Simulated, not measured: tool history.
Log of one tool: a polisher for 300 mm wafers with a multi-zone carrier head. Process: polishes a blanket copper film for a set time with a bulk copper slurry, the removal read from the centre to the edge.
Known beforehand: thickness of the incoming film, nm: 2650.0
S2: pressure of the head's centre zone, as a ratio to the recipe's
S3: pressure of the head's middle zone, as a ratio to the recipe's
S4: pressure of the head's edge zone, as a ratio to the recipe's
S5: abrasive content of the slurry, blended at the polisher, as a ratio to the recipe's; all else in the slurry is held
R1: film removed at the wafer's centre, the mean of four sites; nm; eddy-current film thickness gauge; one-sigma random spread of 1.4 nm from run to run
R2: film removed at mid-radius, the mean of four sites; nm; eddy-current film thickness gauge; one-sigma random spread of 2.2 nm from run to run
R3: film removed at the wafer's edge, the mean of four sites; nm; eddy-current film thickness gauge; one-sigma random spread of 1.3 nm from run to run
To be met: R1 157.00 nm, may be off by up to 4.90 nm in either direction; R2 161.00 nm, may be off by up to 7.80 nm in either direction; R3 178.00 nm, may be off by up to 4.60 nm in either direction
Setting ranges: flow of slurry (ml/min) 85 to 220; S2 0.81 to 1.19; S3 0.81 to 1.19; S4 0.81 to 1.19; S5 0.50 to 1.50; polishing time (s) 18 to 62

run 1 day=0.000 | flow_of_slurry_(ml/min)=140 S2=1.00 S3=1.00 S4=1.00 S5=1.00 polishing_time_(s)=40 | R1=269.67 R2=263.92 R3=258.80
run 2 day=0.104 | flow_of_slurry_(ml/min)=140 S2=1.00 S3=0.97 S4=1.00 S5=1.00 polishing_time_(s)=40 | R1=269.31 R2=259.83 R3=259.31
run 3 day=0.392 | flow_of_slurry_(ml/min)=140 S2=1.00 S3=1.04 S4=1.00 S5=1.00 polishing_time_(s)=40 | R1=272.32 R2=275.58 R3=259.01
run 4 day=0.688 | flow_of_slurry_(ml/min)=140 S2=1.00 S3=1.04 S4=1.00 S5=0.95 polishing_time_(s)=40 | R1=267.45 R2=262.95 R3=254.32
run 5 day=0.783 | flow_of_slurry_(ml/min)=130 S2=0.96 S3=1.02 S4=0.98 S5=0.85 polishing_time_(s)=39 | R1=232.28 R2=245.04 R3=236.15
run 6 day=1.121 | flow_of_slurry_(ml/min)=125 S2=0.95 S3=0.98 S4=0.97 S5=0.75 polishing_time_(s)=38 | R1=218.90 R2=221.26 R3=218.03
run 7 day=1.396 | flow_of_slurry_(ml/min)=115 S2=0.92 S3=0.95 S4=0.97 S5=0.70 polishing_time_(s)=37 | R1=198.34 R2=197.89 R3=206.90
run 8 day=1.746 | flow_of_slurry_(ml/min)=115 S2=0.92 S3=0.95 S4=0.97 S5=0.70 polishing_time_(s)=37 | R1=195.54 R2=201.97 R3=203.99
run 9 day=1.992 | flow_of_slurry_(ml/min)=110 S2=0.90 S3=0.92 S4=0.97 S5=0.65 polishing_time_(s)=37 | R1=184.10 R2=184.71 R3=200.87
run 10 day=2.054 | flow_of_slurry_(ml/min)=105 S2=0.88 S3=0.91 S4=0.95 S5=0.65 polishing_time_(s)=37 | R1=178.11 R2=182.79 R3=193.36
run 11 day=2.150 | flow_of_slurry_(ml/min)=100 S2=0.87 S3=0.89 S4=0.94 S5=0.65 polishing_time_(s)=37 | R1=172.77 R2=179.07 R3=189.80
run 12 day=2.183 | flow_of_slurry_(ml/min)=90 S2=0.84 S3=0.81 S4=0.92 S5=0.50 polishing_time_(s)=37 | R1=145.17 R2=143.49 R3=170.11
run 13 day=2.442 | flow_of_slurry_(ml/min)=95 S2=0.84 S3=0.82 S4=0.92 S5=0.50 polishing_time_(s)=37 | R1=148.80 R2=149.90 R3=172.32
run 14 day=2.642 | flow_of_slurry_(ml/min)=100 S2=0.84 S3=0.82 S4=0.92 S5=0.50 polishing_time_(s)=37 | R1=149.70 R2=150.85 R3=175.94

Next run, 5 choices. One meets every target within its allowed miss, the rest don't. Which?
run A day=2.842 | flow_of_slurry_(ml/min)=110 S2=0.83 S3=0.94 S4=0.81 S5=0.90 polishing_time_(s)=31 | R1=? R2=? R3=?
run B day=2.842 | flow_of_slurry_(ml/min)=90 S2=0.82 S3=0.95 S4=0.94 S5=0.60 polishing_time_(s)=38 | R1=? R2=? R3=?
run C day=2.842 | flow_of_slurry_(ml/min)=85 S2=0.81 S3=0.86 S4=0.85 S5=0.70 polishing_time_(s)=35 | R1=? R2=? R3=?
run D day=2.842 | flow_of_slurry_(ml/min)=120 S2=0.83 S3=0.84 S4=0.92 S5=0.60 polishing_time_(s)=34 | R1=? R2=? R3=?
run E day=2.842 | flow_of_slurry_(ml/min)=95 S2=0.90 S3=0.83 S4=0.88 S5=0.50 polishing_time_(s)=37 | R1=? R2=? R3=?

move=A R1=157.08 R2=175.06 R3=168.99
move=B R1=155.44 R2=178.67 R3=187.02
move=C R1=144.57 R2=156.09 R3=170.46
move=D R1=156.44 R2=158.94 R3=176.58
move=E R1=159.67 R2=149.65 R3=168.38
A: brings the result that was furthest off to its target, and leaves another outside
B: brings the result that was furthest off to its target, and leaves another outside
C: lands further from the targets than the last run did
D: meets every target
E: brings the result that was furthest off to its target, and leaves another outside
Answer: D
